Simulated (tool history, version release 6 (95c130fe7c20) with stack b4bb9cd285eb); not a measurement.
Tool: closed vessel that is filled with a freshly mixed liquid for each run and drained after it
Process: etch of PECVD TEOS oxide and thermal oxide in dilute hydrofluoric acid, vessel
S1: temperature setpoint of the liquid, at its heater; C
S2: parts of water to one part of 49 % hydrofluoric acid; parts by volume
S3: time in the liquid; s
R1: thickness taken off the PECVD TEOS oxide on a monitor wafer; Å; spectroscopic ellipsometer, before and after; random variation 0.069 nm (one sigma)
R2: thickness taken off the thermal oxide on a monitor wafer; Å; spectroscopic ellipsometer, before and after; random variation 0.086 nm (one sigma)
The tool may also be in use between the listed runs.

{"run": 1, "hour": 0.0, "S1": 23, "S2": 150, "S3": 60, "R1": 41.747, "R2": 15.625}
{"run": 2, "hour": 7.8, "S1": 23, "S2": 120, "S3": 60, "R1": 54.095, "R2": 19.844}
{"run": 3, "hour": 10.8, "S1": 23, "S2": 160, "S3": 60, "R1": 38.544, "R2": 14.67}
{"run": 4, "hour": 13.2, "S1": 24, "S2": 150, "S3": 60, "R1": 43.02, "R2": 15.832}
{"run": 5, "hour": 15.1, "S1": 24, "S2": 195, "S3": 60, "R1": 31.7, "R2": 11.758}
{"run": 6, "hour": 24.0, "S1": 24, "S2": 195, "S3": 75, "R1": 39.239, "R2": 15.464}
{"run": 7, "hour": 30.6, "S1": 24, "S2": 195, "S3": 75, "R1": 39.452, "R2": 14.723}

Run 8 comes next. What will it give?
{"run": 8, "hour": 39.1, "S1": 24.5, "S2": 185, "S3": 75, "R1": "?", "R2": "?"}

{"run 8": {"R1": 42.276, "R2": 15.843}}
